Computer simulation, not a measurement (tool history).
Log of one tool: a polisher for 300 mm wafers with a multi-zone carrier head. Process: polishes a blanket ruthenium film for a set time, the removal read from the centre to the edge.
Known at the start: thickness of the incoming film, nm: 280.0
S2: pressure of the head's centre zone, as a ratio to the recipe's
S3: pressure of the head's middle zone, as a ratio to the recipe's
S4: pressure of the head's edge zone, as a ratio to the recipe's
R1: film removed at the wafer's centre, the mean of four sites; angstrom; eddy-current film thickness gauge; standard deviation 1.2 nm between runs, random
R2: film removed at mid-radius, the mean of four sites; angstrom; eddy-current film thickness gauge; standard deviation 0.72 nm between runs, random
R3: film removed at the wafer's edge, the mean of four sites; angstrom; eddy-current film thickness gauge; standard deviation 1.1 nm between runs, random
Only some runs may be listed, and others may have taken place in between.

Run 1, hour 0.0: flow of slurry (ml/min) 280, S2 1.00, S3 1.00, S4 1.00, polishing time (s) 74. Result: R1 854.17 angstrom, R2 834.70 angstrom, R3 820.01 angstrom.
Run 2, hour 4.0: flow of slurry (ml/min) 285, S2 1.00, S3 1.00, S4 1.02, polishing time (s) 75. Result: R1 877.65 angstrom, R2 848.07 angstrom, R3 818.71 angstrom.
Run 3, hour 7.6: flow of slurry (ml/min) 355, S2 1.00, S3 1.00, S4 1.02, polishing time (s) 75. Result: R1 883.17 angstrom, R2 880.00 angstrom, R3 821.95 angstrom.
Run 4, hour 14.3: flow of slurry (ml/min) 300, S2 1.00, S3 1.00, S4 1.02, polishing time (s) 75. Result: R1 873.55 angstrom, R2 867.29 angstrom, R3 810.61 angstrom.
Run 5, hour 22.9: flow of slurry (ml/min) 290, S2 0.99, S3 0.99, S4 1.01, polishing time (s) 77. Result: R1 891.30 angstrom, R2 869.31 angstrom, R3 852.13 angstrom.
Run 6, hour 24.1: flow of slurry (ml/min) 285, S2 0.99, S3 0.99, S4 1.01, polishing time (s) 78. Result: R1 887.04 angstrom, R2 872.52 angstrom, R3 863.83 angstrom.
At hour 26.3: edge zone pressure recalibrated.
Run 7, hour 26.3: flow of slurry (ml/min) 280, S2 0.99, S3 0.99, S4 1.01, polishing time (s) 79. Result: R1 902.25 angstrom, R2 890.96 angstrom, R3 899.53 angstrom.
Run 8, hour 27.7: flow of slurry (ml/min) 280, S2 0.99, S3 0.99, S4 1.01, polishing time (s) 80. Result: R1 917.46 angstrom, R2 899.79 angstrom, R3 930.58 angstrom.

What does the tool deliver on the next run?
Run 9, hour 35.0: flow of slurry (ml/min) 280, S2 1.00, S3 0.99, S4 1.01, polishing time (s) 83. Result: R1 ?, R2 ?, R3 ?.

{"run 9": {"R1": 952.15, "R2": 941.44, "R3": 967.67}}
